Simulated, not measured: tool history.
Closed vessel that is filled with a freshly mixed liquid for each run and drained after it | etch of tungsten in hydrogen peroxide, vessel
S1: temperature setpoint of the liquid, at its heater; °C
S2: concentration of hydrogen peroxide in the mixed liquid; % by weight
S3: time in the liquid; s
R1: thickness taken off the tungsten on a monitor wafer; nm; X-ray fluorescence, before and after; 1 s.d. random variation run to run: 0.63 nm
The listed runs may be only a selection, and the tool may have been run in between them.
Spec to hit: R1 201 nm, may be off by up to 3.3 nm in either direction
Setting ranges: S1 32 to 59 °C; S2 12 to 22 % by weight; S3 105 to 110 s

| run | day | S1 | S2 | S3 | R1 |
|---|---|---|---|---|---|
| 1 | 0 | 43 | 15 | 105 | 107.33 |
| 2 | 0.071 | 44.5 | 15 | 105 | 118.09 |
| 3 | 0.4 | 44.5 | 13 | 105 | 109.63 |
| 4 | 0.592 | 44.5 | 15 | 105 | 118.36 |
| 5 | 0.838 | 44.5 | 14 | 105 | 114.01 |
| 6 | 1.208 | 44.5 | 12 | 105 | 106.03 |
| 7 | 1.433 | 46 | 12 | 105 | 116.75 |
| 8 | 1.762 | 47.5 | 12 | 105 | 127.17 |
| 9 | 2.112 | 48.5 | 12 | 105 | 135.81 |
| 10 | 2.346 | 49.5 | 12 | 105 | 144.67 |
| 11 | 2.471 | 55.5 | 12 | 105 | 207.1 |

Of the 5 settings listed for the next run, only one would bring every result within its allowed miss of target. Which one?
| A | 2.596 | 53.5 | 13 | 110 | ? |
| B | 2.596 | 56.5 | 12 | 105 | ? |
| C | 2.596 | 55 | 12.5 | 110 | ? |
| D | 2.596 | 54 | 13.5 | 110 | ? |
| E | 2.596 | 55 | 12 | 110 | ? |

| move | R1 |
|---|---|
| A | 201.03 |
| B | 220.24 |
| C | 215.54 |
| D | 211.07 |
| E | 211.19 |
A: meets every target
B: its largest miss is bigger than the last run's
C: its largest miss is bigger than the last run's
D: its largest miss is bigger than the last run's
E: its largest miss is bigger than the last run's
So the answer is move A, the one that meets all the targets.
